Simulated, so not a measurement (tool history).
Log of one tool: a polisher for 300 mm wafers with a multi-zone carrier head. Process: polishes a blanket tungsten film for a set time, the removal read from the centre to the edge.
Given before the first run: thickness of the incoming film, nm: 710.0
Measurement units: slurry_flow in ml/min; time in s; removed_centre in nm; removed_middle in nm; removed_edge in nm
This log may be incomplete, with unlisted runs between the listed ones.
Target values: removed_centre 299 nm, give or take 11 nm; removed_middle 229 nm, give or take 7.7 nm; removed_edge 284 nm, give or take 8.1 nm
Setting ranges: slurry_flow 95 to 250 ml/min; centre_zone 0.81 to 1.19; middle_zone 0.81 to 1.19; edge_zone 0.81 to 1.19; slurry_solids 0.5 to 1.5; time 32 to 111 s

Run 1, day 0: slurry_flow 160 ml/min, centre_zone 1, middle_zone 1, edge_zone 1, slurry_solids 1, time 71 s. Result: removed_centre 278.38 nm, removed_middle 277.23 nm, removed_edge 288.27 nm.
Run 2, day 0.2: slurry_flow 160 ml/min, centre_zone 0.96, middle_zone 1, edge_zone 1, slurry_solids 1, time 71 s. Result: removed_centre 262.52 nm, removed_middle 276.77 nm, removed_edge 291.04 nm.
Run 3, day 0.388: slurry_flow 160 ml/min, centre_zone 0.96, middle_zone 1, edge_zone 1, slurry_solids 1, time 78 s. Result: removed_centre 289.97 nm, removed_middle 303.12 nm, removed_edge 321.63 nm.
Run 4, day 0.496: slurry_flow 160 ml/min, centre_zone 0.96, middle_zone 1, edge_zone 1, slurry_solids 1.2, time 78 s. Result: removed_centre 304 nm, removed_middle 322.13 nm, removed_edge 328.12 nm.
Run 5, day 0.721: slurry_flow 160 ml/min, centre_zone 0.96, middle_zone 0.95, edge_zone 1, slurry_solids 1.2, time 78 s. Result: removed_centre 306.39 nm, removed_middle 305.28 nm, removed_edge 334.82 nm.
Run 6, day 1.092: slurry_flow 180 ml/min, centre_zone 0.96, middle_zone 0.95, edge_zone 1, slurry_solids 1.2, time 78 s. Result: removed_centre 306.74 nm, removed_middle 312.73 nm, removed_edge 341.53 nm.
Run 7, day 1.246: slurry_flow 170 ml/min, centre_zone 0.98, middle_zone 0.92, edge_zone 0.97, slurry_solids 1.15, time 78 s. Result: removed_centre 308.5 nm, removed_middle 295.37 nm, removed_edge 329.88 nm.
Run 8, day 1.462: slurry_flow 160 ml/min, centre_zone 1, middle_zone 0.9, edge_zone 0.95, slurry_solids 1.1, time 78 s. Result: removed_centre 304.63 nm, removed_middle 284.52 nm, removed_edge 323.46 nm.
Run 9, day 1.512: slurry_flow 150 ml/min, centre_zone 1.03, middle_zone 0.88, edge_zone 0.93, slurry_solids 1.05, time 78 s. Result: removed_centre 307.82 nm, removed_middle 274.74 nm, removed_edge 315.15 nm.
Run 10, day 1.838: slurry_flow 110 ml/min, centre_zone 1.13, middle_zone 0.81, edge_zone 0.94, slurry_solids 0.8, time 76 s. Result: removed_centre 288.22 nm, removed_middle 214.07 nm, removed_edge 276.13 nm.
Run 11, day 1.921: slurry_flow 115 ml/min, centre_zone 1.13, middle_zone 0.82, edge_zone 0.94, slurry_solids 0.8, time 76 s. Result: removed_centre 288.64 nm, removed_middle 219.79 nm, removed_edge 279.9 nm.

Exercise: of the 5 proposed moves below, exactly one satisfies all targets within the stated allowed misses. Which move is it?
Run A, day 2.004: slurry_flow 95 ml/min, centre_zone 1.07, middle_zone 0.86, edge_zone 1.01, slurry_solids 0.75, time 82 s. Result: removed_centre ?, removed_middle ?, removed_edge ?.
Run B, day 2.004: slurry_flow 135 ml/min, centre_zone 0.98, middle_zone 0.86, edge_zone 1.01, slurry_solids 0.55, time 83 s. Result: removed_centre ?, removed_middle ?, removed_edge ?.
Run C, day 2.004: slurry_flow 95 ml/min, centre_zone 1.12, middle_zone 0.81, edge_zone 1.06, slurry_solids 0.85, time 77 s. Result: removed_centre ?, removed_middle ?, removed_edge ?.
Run D, day 2.004: slurry_flow 170 ml/min, centre_zone 1.09, middle_zone 0.81, edge_zone 0.93, slurry_solids 0.85, time 73 s. Result: removed_centre ?, removed_middle ?, removed_edge ?.
Run E, day 2.004: slurry_flow 95 ml/min, centre_zone 1.14, middle_zone 0.83, edge_zone 0.93, slurry_solids 0.85, time 75 s. Result: removed_centre ?, removed_middle ?, removed_edge ?.

move  removed_centre  removed_middle  removed_edge
   A          274.88          231.96        289.96
   B          263.35          239.63        291.01
   C          278.17          213.46        286.44
   D          299.46          231.69        282.27
   E          275.86          212.11        263.93
A: the worst result of the last run now meets its target, but another is out of spec
B: moves the result that the last run missed by most past its target, out the other side
C: lands further from the targets than the last run did
D: each result inside its tolerance
E: lands further from the targets than the last run did
Move D is the one to make.
